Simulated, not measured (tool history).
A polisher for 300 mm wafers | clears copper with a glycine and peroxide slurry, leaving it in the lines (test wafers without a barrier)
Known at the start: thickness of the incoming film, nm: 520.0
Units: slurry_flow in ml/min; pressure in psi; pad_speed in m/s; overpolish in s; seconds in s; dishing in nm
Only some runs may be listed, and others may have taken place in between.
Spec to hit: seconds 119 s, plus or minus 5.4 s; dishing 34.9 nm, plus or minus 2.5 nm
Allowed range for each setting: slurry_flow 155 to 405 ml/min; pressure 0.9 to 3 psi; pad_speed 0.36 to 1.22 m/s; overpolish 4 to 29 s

run    day  slurry_flow  pressure  pad_speed  overpolish  seconds  dishing
  1      0          260       1.9       0.78          15   173.07   32.252
  2  0.067          260       1.9       0.78          12   170.04   26.805
  3  0.188          260       1.9       0.78           9   170.94   20.518
  4  0.546          260       2.2        0.8          10   153.74   24.585
  5  0.854          260       2.4       0.82          11   141.34   30.606
  6  0.921          260       2.4       0.72          11   149.36   28.239
  7  1.125          260       2.6       0.74          11   142.09   29.758
  8  1.492          260       2.7       0.76          11   133.39   29.972
  9  1.754          260       2.8       0.76          11   133.62   32.008
 10  2.133          260       2.9       0.78          11   127.44   32.919

Exactly one of the 4 candidate moves below puts every result within its allowed miss. Which one?
  A  2.512          290       2.9       0.96          10        ?        ?
  B  2.512          290       2.8        0.9          13        ?        ?
  C  2.512          235         3       0.72          12        ?        ?
  D  2.512          310         3        0.8          11        ?        ?

move  seconds  dishing
   A   110.52   34.056
   B    118.1    40.58
   C   128.64    35.15
   D   118.88   34.853
A: moves the result that the last run missed by most past its target, out the other side
B: the furthest-off result lands on target, but another misses its tolerance
C: the biggest miss grows against the last run
D: all results land within tolerance of their targets
Go with D: it meets all targets.
